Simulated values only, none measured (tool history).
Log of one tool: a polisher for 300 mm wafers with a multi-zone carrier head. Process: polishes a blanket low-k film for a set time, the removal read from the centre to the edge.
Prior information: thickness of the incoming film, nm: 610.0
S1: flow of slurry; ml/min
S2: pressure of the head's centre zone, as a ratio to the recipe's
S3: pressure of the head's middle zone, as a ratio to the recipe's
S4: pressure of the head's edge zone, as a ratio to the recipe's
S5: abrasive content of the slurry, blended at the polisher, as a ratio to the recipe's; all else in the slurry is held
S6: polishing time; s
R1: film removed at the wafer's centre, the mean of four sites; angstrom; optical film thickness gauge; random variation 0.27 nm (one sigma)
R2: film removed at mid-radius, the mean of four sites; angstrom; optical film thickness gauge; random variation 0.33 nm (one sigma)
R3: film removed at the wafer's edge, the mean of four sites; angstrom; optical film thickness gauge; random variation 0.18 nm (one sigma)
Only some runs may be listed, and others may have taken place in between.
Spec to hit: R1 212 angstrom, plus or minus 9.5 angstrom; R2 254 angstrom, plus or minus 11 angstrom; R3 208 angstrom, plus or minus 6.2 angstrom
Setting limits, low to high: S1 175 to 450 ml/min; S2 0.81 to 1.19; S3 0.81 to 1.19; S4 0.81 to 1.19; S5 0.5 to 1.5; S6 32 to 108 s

Run 1, hour 0: S1 290 ml/min, S2 1, S3 1, S4 1, S5 1, S6 70 s. Result: R1 175.39 angstrom, R2 178.36 angstrom, R3 176.62 angstrom.
Run 2, hour 1: S1 290 ml/min, S2 1, S3 1, S4 1, S5 1, S6 85 s. Result: R1 215.07 angstrom, R2 216.79 angstrom, R3 218.16 angstrom.
Run 3, hour 5.8: S1 290 ml/min, S2 1, S3 1, S4 1, S5 1.15, S6 85 s. Result: R1 229.24 angstrom, R2 232.39 angstrom, R3 228.6 angstrom.
Run 4, hour 8.5: S1 290 ml/min, S2 1, S3 1.08, S4 1, S5 1.15, S6 85 s. Result: R1 228.79 angstrom, R2 251.9 angstrom, R3 227.6 angstrom.
Run 5, hour 11.3: S1 285 ml/min, S2 0.99, S3 1.09, S4 0.97, S5 1.15, S6 85 s. Result: R1 224.2 angstrom, R2 249.73 angstrom, R3 230 angstrom.
Run 6, hour 11.8: S1 285 ml/min, S2 0.99, S3 1.09, S4 0.97, S5 1.15, S6 72 s. Result: R1 189.93 angstrom, R2 207.48 angstrom, R3 192.95 angstrom.
Run 7, hour 14: S1 310 ml/min, S2 0.99, S3 1.12, S4 0.98, S5 1.2, S6 72 s. Result: R1 197.23 angstrom, R2 222.13 angstrom, R3 194.99 angstrom.
Run 8, hour 17.8: S1 315 ml/min, S2 0.99, S3 1.14, S4 0.98, S5 1.25, S6 72 s. Result: R1 196.05 angstrom, R2 230.35 angstrom, R3 201.61 angstrom.
Run 9, hour 23.2: S1 335 ml/min, S2 1.05, S3 1.19, S4 0.9, S5 1.35, S6 73 s. Result: R1 222.91 angstrom, R2 248.41 angstrom, R3 198.92 angstrom.
Run 10, hour 25.8: S1 335 ml/min, S2 1.04, S3 1.19, S4 0.91, S5 1.35, S6 73 s. Result: R1 221.61 angstrom, R2 251.16 angstrom, R3 199.96 angstrom.

Which single option among these 4 for the next run brings every result within its allowed miss of target? Just one does.
Run A, hour 28.4: S1 350 ml/min, S2 1.15, S3 1.19, S4 0.88, S5 1.5, S6 72 s. Result: R1 ?, R2 ?, R3 ?.
Run B, hour 28.4: S1 320 ml/min, S2 1.04, S3 1.12, S4 0.88, S5 1.35, S6 73 s. Result: R1 ?, R2 ?, R3 ?.
Run C, hour 28.4: S1 415 ml/min, S2 1.04, S3 1.19, S4 0.82, S5 1.45, S6 75 s. Result: R1 ?, R2 ?, R3 ?.
Run D, hour 28.4: S1 350 ml/min, S2 0.94, S3 1.13, S4 0.83, S5 1.3, S6 79 s. Result: R1 ?, R2 ?, R3 ?.

move      R1      R2      R3
   A  250.17  251.89  205.13
   B  220.11  232.25  199.67
   C  236.71  262.55  206.49
   D  214.73  251.66  208.69
A: brings the last run's worst result on target, with another outside its allowed miss
B: the biggest miss grows against the last run
C: brings the last run's worst result on target, with another outside its allowed miss
D: every result within its allowed miss
So the answer is move D, the one that meets all the targets.

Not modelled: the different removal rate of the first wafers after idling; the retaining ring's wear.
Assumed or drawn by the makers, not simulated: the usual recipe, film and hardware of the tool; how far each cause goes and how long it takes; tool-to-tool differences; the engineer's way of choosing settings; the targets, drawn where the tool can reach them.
